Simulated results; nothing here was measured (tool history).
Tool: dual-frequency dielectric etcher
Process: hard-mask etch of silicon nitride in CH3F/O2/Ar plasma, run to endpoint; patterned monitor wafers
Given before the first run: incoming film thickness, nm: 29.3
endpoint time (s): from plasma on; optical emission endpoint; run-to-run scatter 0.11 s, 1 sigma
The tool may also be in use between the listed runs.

Run 1, day 0: source power (W) 470, bias power (W) 93. Result: endpoint time (s) 36.834.
Run 2, day 0.25: source power (W) 500, bias power (W) 95. Result: endpoint time (s) 35.616.
Run 3, day 0.592: source power (W) 520, bias power (W) 97. Result: endpoint time (s) 34.675.
Run 4, day 0.925: source power (W) 560, bias power (W) 97. Result: endpoint time (s) 33.815.
Run 5, day 1.238: source power (W) 570, bias power (W) 99. Result: endpoint time (s) 33.384.
Run 6, day 1.421: source power (W) 570, bias power (W) 88. Result: endpoint time (s) 34.122.
Run 7, day 1.588: source power (W) 580, bias power (W) 90. Result: endpoint time (s) 33.833.
Run 8, day 1.933: source power (W) 590, bias power (W) 92. Result: endpoint time (s) 33.695.

Run 9 has not been measured yet. What should we expect?
Run 9, day 2.112: source power (W) 600, bias power (W) 95. Result: endpoint time (s) ?.

Logged for run 9: endpoint time (s) 32.976.

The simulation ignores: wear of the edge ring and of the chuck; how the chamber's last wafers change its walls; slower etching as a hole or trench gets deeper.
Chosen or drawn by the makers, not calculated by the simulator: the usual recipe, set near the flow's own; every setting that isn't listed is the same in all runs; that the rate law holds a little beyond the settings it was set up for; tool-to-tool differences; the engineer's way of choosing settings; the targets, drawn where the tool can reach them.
